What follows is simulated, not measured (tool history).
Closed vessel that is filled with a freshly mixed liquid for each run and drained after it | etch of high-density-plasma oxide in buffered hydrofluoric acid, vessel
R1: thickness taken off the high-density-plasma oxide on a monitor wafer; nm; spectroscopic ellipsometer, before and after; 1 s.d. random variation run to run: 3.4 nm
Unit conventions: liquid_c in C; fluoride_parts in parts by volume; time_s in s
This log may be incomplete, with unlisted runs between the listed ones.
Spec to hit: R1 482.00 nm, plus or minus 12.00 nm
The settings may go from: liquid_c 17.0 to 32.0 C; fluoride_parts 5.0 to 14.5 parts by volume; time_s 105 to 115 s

run 1 hour=0.0 | liquid_c=24.0 fluoride_parts=9.0 time_s=105 | R1=248.56
run 2 hour=7.6 | liquid_c=24.0 fluoride_parts=10.0 time_s=105 | R1=234.66
run 3 hour=16.1 | liquid_c=21.0 fluoride_parts=10.0 time_s=105 | R1=195.41
run 4 hour=18.3 | liquid_c=24.0 fluoride_parts=9.0 time_s=105 | R1=251.46
run 5 hour=20.4 | liquid_c=24.0 fluoride_parts=9.0 time_s=115 | R1=271.76
run 6 hour=26.4 | liquid_c=26.0 fluoride_parts=8.5 time_s=115 | R1=322.20
run 7 hour=32.1 | liquid_c=27.5 fluoride_parts=8.0 time_s=115 | R1=369.63
run 8 hour=37.4 | liquid_c=28.5 fluoride_parts=8.0 time_s=115 | R1=389.74
run 9 hour=41.0 | liquid_c=29.5 fluoride_parts=8.0 time_s=115 | R1=409.40

Exactly one of the 5 candidate moves below puts every result within its allowed miss. Which one?
run A hour=44.6 | liquid_c=29.5 fluoride_parts=7.0 time_s=115 | R1=?
run B hour=44.6 | liquid_c=31.0 fluoride_parts=7.0 time_s=115 | R1=?
run C hour=44.6 | liquid_c=30.5 fluoride_parts=6.5 time_s=115 | R1=?
run D hour=44.6 | liquid_c=29.5 fluoride_parts=7.5 time_s=115 | R1=?
run E hour=44.6 | liquid_c=29.5 fluoride_parts=6.5 time_s=115 | R1=?

move=A R1=478.50
move=B R1=517.53
move=C R1=537.66
move=D R1=444.21
move=E R1=510.24
A: meets every target
B: moves the result that the last run missed by most past its target, out the other side
C: moves the result that the last run missed by most past its target, out the other side
D: an improvement on the last run, though not all results are within tolerance
E: moves the result that the last run missed by most past its target, out the other side
Answer: A
